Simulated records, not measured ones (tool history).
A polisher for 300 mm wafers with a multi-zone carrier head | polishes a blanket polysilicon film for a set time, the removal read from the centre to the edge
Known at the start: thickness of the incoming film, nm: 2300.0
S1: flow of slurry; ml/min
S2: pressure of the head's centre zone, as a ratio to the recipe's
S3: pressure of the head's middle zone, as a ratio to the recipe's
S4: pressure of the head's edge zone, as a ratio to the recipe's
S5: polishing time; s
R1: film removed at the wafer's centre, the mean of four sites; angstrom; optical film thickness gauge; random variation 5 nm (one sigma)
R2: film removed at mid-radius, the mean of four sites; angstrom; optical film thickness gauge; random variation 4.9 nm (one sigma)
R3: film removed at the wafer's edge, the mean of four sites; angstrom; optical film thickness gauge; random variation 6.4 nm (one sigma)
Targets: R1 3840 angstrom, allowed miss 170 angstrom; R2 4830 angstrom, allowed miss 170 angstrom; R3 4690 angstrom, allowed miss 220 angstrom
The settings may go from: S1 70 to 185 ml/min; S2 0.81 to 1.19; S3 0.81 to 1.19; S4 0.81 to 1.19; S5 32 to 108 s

run 1 day=0 | S1=120 S2=1 S3=1 S4=1 S5=70 | R1=3904.5 R2=3803.4 R3=3972.2
run 2 day=0.354 | S1=125 S2=0.97 S3=1.02 S4=1.02 S5=71 | R1=3836.7 R2=3945.3 R3=3995.3
run 3 day=0.708 | S1=125 S2=0.95 S3=1.03 S4=1.04 S5=73 | R1=3904.4 R2=4103.6 R3=4241.5
run 4 day=0.775 | S1=130 S2=0.93 S3=1.05 S4=1.05 S5=73 | R1=3902.4 R2=4253.3 R3=4180
run 5 day=0.946 | S1=130 S2=0.93 S3=1.05 S4=1.05 S5=81 | R1=4344.4 R2=4672.9 R3=4722.2
run 6 day=1.154 | S1=130 S2=0.93 S3=0.96 S4=1.05 S5=81 | R1=4312.1 R2=4411.6 R3=4705.5
run 7 day=1.308 | S1=130 S2=0.93 S3=0.96 S4=1.05 S5=81 | R1=4246.6 R2=4245.4 R3=4668.8
run 8 day=1.467 | S1=130 S2=0.91 S3=0.98 S4=1.06 S5=81 | R1=4170.5 R2=4429.3 R3=4627.4
run 9 day=1.583 | S1=130 S2=0.89 S3=0.99 S4=1.07 S5=81 | R1=4057.1 R2=4561.9 R3=4713.2
run 10 day=1.721 | S1=135 S2=0.83 S3=1.04 S4=1.04 S5=80 | R1=3762.4 R2=4615.7 R3=4605.7

4 next moves are on the table. One of them brings every result within its allowed miss. Which?
run A day=1.858 | S1=130 S2=0.81 S3=0.91 S4=1.02 S5=94 | R1=? R2=? R3=?
run B day=1.858 | S1=150 S2=0.92 S3=1.05 S4=1.08 S5=75 | R1=? R2=? R3=?
run C day=1.858 | S1=160 S2=0.89 S3=1.06 S4=1.05 S5=71 | R1=? R2=? R3=?
run D day=1.858 | S1=105 S2=0.86 S3=1.11 S4=1.07 S5=84 | R1=? R2=? R3=?

move=A R1=4317.9 R2=4850.1 R3=5334.4
move=B R1=4062.7 R2=4500.1 R3=4468.5
move=C R1=3772.9 R2=4349.6 R3=4208.7
move=D R1=3844.5 R2=4840 R3=4678.6
A: brings the result that was furthest off to its target, and leaves another outside
B: further off than the last run
C: further off than the last run
D: meets every target
Answer: D
